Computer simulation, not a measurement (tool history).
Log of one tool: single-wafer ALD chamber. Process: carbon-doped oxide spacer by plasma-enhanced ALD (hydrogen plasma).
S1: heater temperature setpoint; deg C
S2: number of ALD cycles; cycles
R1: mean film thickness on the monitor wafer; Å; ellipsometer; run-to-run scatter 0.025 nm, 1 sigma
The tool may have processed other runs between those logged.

{"run": 1, "hour": 0.0, "S1": 405, "S2": 218, "R1": 111.87}
{"run": 2, "hour": 4.8, "S1": 406, "S2": 214, "R1": 109.76}
{"run": 3, "hour": 13.0, "S1": 406, "S2": 234, "R1": 120.09}
{"run": 4, "hour": 18.1, "S1": 407, "S2": 228, "R1": 116.92}
{"run": 5, "hour": 25.6, "S1": 408, "S2": 222, "R1": 113.05}
{"run": 6, "hour": 29.4, "S1": 403, "S2": 222, "R1": 115.32}
{"run": 7, "hour": 36.7, "S1": 405, "S2": 218, "R1": 112.59}
{"run": 8, "hour": 42.2, "S1": 407, "S2": 215, "R1": 109.97}
{"run": 9, "hour": 51.2, "S1": 409, "S2": 212, "R1": 108.46}
{"run": 10, "hour": 53.0, "S1": 410, "S2": 209, "R1": 105.64}
{"run": 11, "hour": 54.0, "S1": 412, "S2": 208, "R1": 105.38}

What will run 12 give?
{"run": 12, "hour": 57.9, "S1": 413, "S2": 206, "R1": "?"}

{"run 12": {"R1": 103.75}}

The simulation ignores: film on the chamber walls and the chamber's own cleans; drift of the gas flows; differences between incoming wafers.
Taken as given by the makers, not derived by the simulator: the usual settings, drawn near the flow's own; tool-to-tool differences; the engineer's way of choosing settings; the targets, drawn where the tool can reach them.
